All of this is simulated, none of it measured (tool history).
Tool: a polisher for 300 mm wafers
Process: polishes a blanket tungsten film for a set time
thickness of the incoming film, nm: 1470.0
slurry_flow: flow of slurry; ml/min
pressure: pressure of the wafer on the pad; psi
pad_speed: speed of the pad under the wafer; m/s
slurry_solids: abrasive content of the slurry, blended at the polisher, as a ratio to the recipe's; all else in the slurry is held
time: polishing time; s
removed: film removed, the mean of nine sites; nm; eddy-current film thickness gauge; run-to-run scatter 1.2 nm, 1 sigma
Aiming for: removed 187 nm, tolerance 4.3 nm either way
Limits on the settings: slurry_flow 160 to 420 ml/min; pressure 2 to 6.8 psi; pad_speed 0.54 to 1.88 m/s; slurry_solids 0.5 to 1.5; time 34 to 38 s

run 1 hour=0 | slurry_flow=270 pressure=4.4 pad_speed=1.2 slurry_solids=1 time=38 | removed=234.38
run 2 hour=4.1 | slurry_flow=270 pressure=4.4 pad_speed=1.4 slurry_solids=1 time=38 | removed=265.64
run 3 hour=5 | slurry_flow=265 pressure=4 pad_speed=1.4 slurry_solids=1 time=38 | removed=246.27
run 4 hour=6.5 | slurry_flow=260 pressure=3.6 pad_speed=1.4 slurry_solids=1 time=38 | removed=219.59
run 5 hour=14.3 | slurry_flow=260 pressure=3.6 pad_speed=1.4 slurry_solids=1 time=34 | removed=195.29
run 6 hour=15 | slurry_flow=260 pressure=4.5 pad_speed=1.4 slurry_solids=1 time=34 | removed=244.68
run 7 hour=22 | slurry_flow=235 pressure=4.3 pad_speed=1.4 slurry_solids=1 time=34 | removed=232.24
run 8 hour=23.5 | slurry_flow=220 pressure=4.1 pad_speed=1.4 slurry_solids=1 time=34 | removed=218.76
run 9 hour=27.6 | slurry_flow=210 pressure=4 pad_speed=1.4 slurry_solids=1 time=34 | removed=211.31
run 10 hour=32.4 | slurry_flow=200 pressure=3.9 pad_speed=1.4 slurry_solids=1 time=34 | removed=203.65
run 11 hour=40.2 | slurry_flow=180 pressure=3.5 pad_speed=1.4 slurry_solids=1 time=34 | removed=181.48
run 12 hour=46.8 | slurry_flow=210 pressure=3.6 pad_speed=1.4 slurry_solids=1 time=34 | removed=191.1

Pick the move, out of 5, that brings all results within their allowed miss; only one does.
run A hour=53.4 | slurry_flow=245 pressure=4 pad_speed=1.44 slurry_solids=0.6 time=34 | removed=?
run B hour=53.4 | slurry_flow=200 pressure=2.9 pad_speed=1.72 slurry_solids=0.75 time=38 | removed=?
run C hour=53.4 | slurry_flow=250 pressure=4.2 pad_speed=1 slurry_solids=1.2 time=38 | removed=?
run D hour=53.4 | slurry_flow=210 pressure=3.8 pad_speed=1.16 slurry_solids=0.9 time=38 | removed=?
run E hour=53.4 | slurry_flow=200 pressure=3.8 pad_speed=1.38 slurry_solids=1 time=34 | removed=?

move=A removed=199.6
move=B removed=196.8
move=C removed=196.46
move=D removed=186.53
move=E removed=198.53
A: lands further from the targets than the last run did
B: lands further from the targets than the last run did
C: lands further from the targets than the last run did
D: all results in spec
E: lands further from the targets than the last run did
D is the move that brings every result within its allowed miss.
